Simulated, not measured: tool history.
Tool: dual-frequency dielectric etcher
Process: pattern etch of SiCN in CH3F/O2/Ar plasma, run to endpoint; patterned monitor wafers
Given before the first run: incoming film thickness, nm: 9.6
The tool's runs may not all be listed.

run,day,source power (kW),bias power (kW),endpoint time (s)
1,0,0.33,0.082,23.747
2,0.212,0.3,0.082,24.667
3,0.525,0.33,0.084,23.715
4,0.654,0.33,0.092,22.823
5,0.862,0.33,0.086,23.227
6,1.129,0.35,0.087,22.778

For run 7, what comes out?
7,1.438,0.37,0.088,?

endpoint time (s): 22.148
